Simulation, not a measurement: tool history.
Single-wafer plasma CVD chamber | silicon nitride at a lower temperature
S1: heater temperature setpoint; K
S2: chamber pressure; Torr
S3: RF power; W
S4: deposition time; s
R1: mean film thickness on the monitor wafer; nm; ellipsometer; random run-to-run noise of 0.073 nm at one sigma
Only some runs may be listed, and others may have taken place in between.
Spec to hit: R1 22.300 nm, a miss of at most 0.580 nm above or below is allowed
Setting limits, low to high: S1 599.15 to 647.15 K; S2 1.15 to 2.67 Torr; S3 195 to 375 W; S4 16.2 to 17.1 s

| run | hour | S1 | S2 | S3 | S4 | R1 |
|---|---|---|---|---|---|---|
| 1 | 0.0 | 623.15 | 1.91 | 285 | 17.1 | 19.203 |
| 2 | 5.1 | 623.15 | 1.91 | 285 | 16.2 | 18.151 |
| 3 | 12.7 | 623.15 | 1.76 | 285 | 16.2 | 17.858 |
| 4 | 21.3 | 623.15 | 1.76 | 285 | 16.2 | 17.810 |
|  | 23.5 | thermocouple changed; heater temperature recalibrated |
| 5 | 23.5 | 616.15 | 1.76 | 285 | 16.2 | 17.793 |
| 6 | 32.3 | 616.15 | 1.76 | 285 | 16.2 | 17.839 |
| 7 | 38.9 | 616.15 | 1.83 | 290 | 16.3 | 18.374 |
| 8 | 44.1 | 616.15 | 1.90 | 295 | 16.3 | 18.819 |
| 9 | 44.9 | 616.15 | 1.97 | 300 | 16.3 | 19.232 |

5 next moves are on the table. One of them brings every result within its allowed miss. Which?
| A | 45.7 | 607.15 | 1.94 | 305 | 17.1 | ? |
| B | 45.7 | 605.15 | 2.25 | 305 | 17.1 | ? |
| C | 45.7 | 624.15 | 2.28 | 325 | 17.1 | ? |
| D | 45.7 | 622.15 | 1.92 | 365 | 17.1 | ? |
| E | 45.7 | 609.15 | 2.15 | 305 | 16.9 | ? |

| move | R1 |
|---|---|
| A | 20.335 |
| B | 21.043 |
| C | 21.988 |
| D | 23.009 |
| E | 20.554 |
A: moves toward the targets from the last run without getting all of them in spec
B: moves toward the targets from the last run without getting all of them in spec
C: all results land within tolerance of their targets
D: carries the result that was furthest off beyond its target, to the other side
E: moves toward the targets from the last run without getting all of them in spec
The right move is C.
